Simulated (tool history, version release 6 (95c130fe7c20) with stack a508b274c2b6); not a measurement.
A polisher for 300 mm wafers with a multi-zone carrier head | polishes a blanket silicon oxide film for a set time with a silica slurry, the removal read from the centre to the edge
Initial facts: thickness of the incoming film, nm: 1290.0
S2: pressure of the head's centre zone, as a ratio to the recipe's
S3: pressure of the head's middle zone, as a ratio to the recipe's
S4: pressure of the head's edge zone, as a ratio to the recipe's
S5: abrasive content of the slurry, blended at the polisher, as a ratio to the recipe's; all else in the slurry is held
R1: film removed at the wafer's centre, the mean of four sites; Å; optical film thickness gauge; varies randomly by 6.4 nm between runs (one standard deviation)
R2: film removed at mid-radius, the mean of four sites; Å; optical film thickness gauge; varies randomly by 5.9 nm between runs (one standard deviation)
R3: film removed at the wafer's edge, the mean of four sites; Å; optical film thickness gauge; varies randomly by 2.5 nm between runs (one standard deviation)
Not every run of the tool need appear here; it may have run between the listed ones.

{"run": 1, "hour": 0.0, "flow of slurry (ml/min)": 290, "S2": 1.0, "S3": 1.0, "S4": 1.0, "S5": 1.0, "polishing time (s)": 80, "R1": 3329.5, "R2": 3416.1, "R3": 3300.8}
{"run": 2, "hour": 4.1, "flow of slurry (ml/min)": 330, "S2": 1.0, "S3": 1.0, "S4": 1.0, "S5": 1.0, "polishing time (s)": 80, "R1": 3441.3, "R2": 3354.3, "R3": 3363.1}
{"run": 3, "hour": 6.2, "flow of slurry (ml/min)": 330, "S2": 1.03, "S3": 1.0, "S4": 1.0, "S5": 1.0, "polishing time (s)": 80, "R1": 3553.6, "R2": 3416.7, "R3": 3314.1}
{"run": 4, "hour": 8.4, "flow of slurry (ml/min)": 340, "S2": 1.05, "S3": 1.0, "S4": 1.03, "S5": 1.1, "polishing time (s)": 80, "R1": 3778.5, "R2": 3538.1, "R3": 3501.6}
{"run": 5, "hour": 9.7, "flow of slurry (ml/min)": 340, "S2": 1.05, "S3": 1.0, "S4": 1.03, "S5": 1.0, "polishing time (s)": 80, "R1": 3578.4, "R2": 3350.0, "R3": 3370.8}
{"run": 6, "hour": 16.6, "flow of slurry (ml/min)": 340, "S2": 1.05, "S3": 1.0, "S4": 1.03, "S5": 1.0, "polishing time (s)": 72, "R1": 3276.1, "R2": 3113.7, "R3": 3035.4}
{"run": 7, "hour": 18.3, "flow of slurry (ml/min)": 350, "S2": 1.07, "S3": 1.0, "S4": 1.05, "S5": 1.15, "polishing time (s)": 73, "R1": 3557.4, "R2": 3195.1, "R3": 3285.7}

Expected results for the next run?
{"run": 8, "hour": 20.1, "flow of slurry (ml/min)": 355, "S2": 1.17, "S3": 1.1, "S4": 1.04, "S5": 1.4, "polishing time (s)": 81, "R1": "?", "R2": "?", "R3": "?"}

{"run 8": {"R1": 4711.6, "R2": 4268.2, "R3": 3966.5}}
